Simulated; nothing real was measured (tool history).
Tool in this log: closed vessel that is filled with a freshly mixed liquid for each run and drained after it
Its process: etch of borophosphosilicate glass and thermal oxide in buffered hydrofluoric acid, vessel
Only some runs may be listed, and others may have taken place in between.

| run | hour | temperature setpoint of the liquid (°C) | parts of 40 % ammonium fluoride to one part of 49 % hydrofluoric acid (parts by volume) | time in the liquid (s) | thickness taken off the borophosphosilicate glass on a monitor wafer (nm) | thickness taken off the thermal oxide on a monitor wafer (nm) |
|---|---|---|---|---|---|---|
| 1 | 0.0 | 24.0 | 22.5 | 60 | 50.705 | 30.481 |
| 2 | 4.6 | 24.0 | 19.0 | 60 | 58.197 | 34.851 |
| 3 | 7.2 | 25.5 | 19.0 | 60 | 63.432 | 38.305 |
| 4 | 15.8 | 25.5 | 19.0 | 35 | 36.707 | 22.273 |
| 5 | 20.9 | 27.5 | 16.0 | 35 | 48.578 | 29.194 |
| 6 | 28.9 | 29.0 | 15.0 | 35 | 55.894 | 33.951 |
| 7 | 31.9 | 30.0 | 14.5 | 35 | 60.588 | 37.142 |
| 8 | 40.6 | 30.5 | 14.0 | 35 | 65.027 | 39.348 |
| 9 | 48.7 | 31.0 | 14.0 | 35 | 66.356 | 40.593 |

Run 10 comes next. What will it give?
| 10 | 55.0 | 32.0 | 13.0 | 35 | ? | ? |

thickness taken off the borophosphosilicate glass on a monitor wafer (nm): 74.860
thickness taken off the thermal oxide on a monitor wafer (nm): 45.523
